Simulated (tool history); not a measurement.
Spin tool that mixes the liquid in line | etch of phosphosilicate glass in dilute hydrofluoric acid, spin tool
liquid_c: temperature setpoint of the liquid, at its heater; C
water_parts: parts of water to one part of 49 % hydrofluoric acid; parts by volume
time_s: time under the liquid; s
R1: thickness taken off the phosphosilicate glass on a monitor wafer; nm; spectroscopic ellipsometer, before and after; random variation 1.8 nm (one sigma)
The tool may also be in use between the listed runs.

Run 1, day 0.000: liquid_c 21.0 C, water_parts 40 parts by volume, time_s 50 s. Result: R1 118.73 nm.
Run 2, day 0.158: liquid_c 23.0 C, water_parts 35 parts by volume, time_s 50 s. Result: R1 149.19 nm.
Run 3, day 0.392: liquid_c 23.0 C, water_parts 20 parts by volume, time_s 50 s. Result: R1 266.23 nm.
Run 4, day 0.704: liquid_c 23.0 C, water_parts 25 parts by volume, time_s 50 s. Result: R1 212.89 nm.
Run 5, day 0.854: liquid_c 23.0 C, water_parts 25 parts by volume, time_s 50 s. Result: R1 210.98 nm.
Run 6, day 1.138: liquid_c 21.5 C, water_parts 25 parts by volume, time_s 50 s. Result: R1 198.00 nm.
Run 7, day 1.279: liquid_c 23.5 C, water_parts 25 parts by volume, time_s 50 s. Result: R1 216.65 nm.
Run 8, day 1.438: liquid_c 25.0 C, water_parts 25 parts by volume, time_s 50 s. Result: R1 230.32 nm.
Run 9, day 1.512: liquid_c 26.0 C, water_parts 25 parts by volume, time_s 50 s. Result: R1 241.52 nm.
Run 10, day 1.604: liquid_c 26.0 C, water_parts 25 parts by volume, time_s 50 s. Result: R1 239.73 nm.
Run 11, day 1.850: liquid_c 26.5 C, water_parts 25 parts by volume, time_s 50 s. Result: R1 245.63 nm.
Run 12, day 1.979: liquid_c 27.0 C, water_parts 25 parts by volume, time_s 50 s. Result: R1 252.45 nm.
Run 13, day 2.112: liquid_c 27.5 C, water_parts 25 parts by volume, time_s 50 s. Result: R1 254.82 nm.
Run 14, day 2.379: liquid_c 28.0 C, water_parts 25 parts by volume, time_s 50 s. Result: R1 259.85 nm.
Run 15, day 2.454: liquid_c 28.5 C, water_parts 25 parts by volume, time_s 50 s. Result: R1 264.02 nm.
Run 16, day 2.496: liquid_c 29.0 C, water_parts 25 parts by volume, time_s 50 s. Result: R1 271.48 nm.
Run 17, day 2.558: liquid_c 28.5 C, water_parts 25 parts by volume, time_s 50 s. Result: R1 264.53 nm.
Run 18, day 2.700: liquid_c 29.0 C, water_parts 25 parts by volume, time_s 50 s. Result: R1 270.94 nm.

Forecast run 19:
Run 19, day 2.833: liquid_c 28.5 C, water_parts 25 parts by volume, time_s 50 s. Result: R1 ?.

R1: 265.26 nm
